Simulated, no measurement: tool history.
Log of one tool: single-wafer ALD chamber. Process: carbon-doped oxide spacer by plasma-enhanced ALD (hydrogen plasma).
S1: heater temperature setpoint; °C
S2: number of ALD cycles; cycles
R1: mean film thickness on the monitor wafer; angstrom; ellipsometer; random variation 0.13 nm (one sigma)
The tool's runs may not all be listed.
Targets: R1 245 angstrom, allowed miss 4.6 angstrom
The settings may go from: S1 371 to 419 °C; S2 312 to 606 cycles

run 1 hour=0 | S1=395 S2=459 | R1=224.25
run 2 hour=4.9 | S1=395 S2=472 | R1=230.29
run 3 hour=12.1 | S1=395 S2=481 | R1=235.1
run 4 hour=13.5 | S1=395 S2=487 | R1=237.89
run 5 hour=19.1 | S1=395 S2=491 | R1=240.28
run 6 hour=20.4 | S1=395 S2=445 | R1=216.15
run 7 hour=28.1 | S1=395 S2=462 | R1=227.1
run 8 hour=28.9 | S1=395 S2=462 | R1=227.03
run 9 hour=31.3 | S1=395 S2=474 | R1=231.31

4 next moves are on the table. One of them brings every result within its allowed miss. Which?
run A hour=33.7 | S1=389 S2=499 | R1=?
run B hour=33.7 | S1=396 S2=444 | R1=?
run C hour=33.7 | S1=391 S2=525 | R1=?
run D hour=33.7 | S1=393 S2=479 | R1=?

move=A R1=243.38
move=B R1=216.55
move=C R1=256.06
move=D R1=233.62
A: meets every target
B: further off than the last run
C: takes the result that was furthest off past its target
D: nearer than the last run, and not there yet
The right move is A.
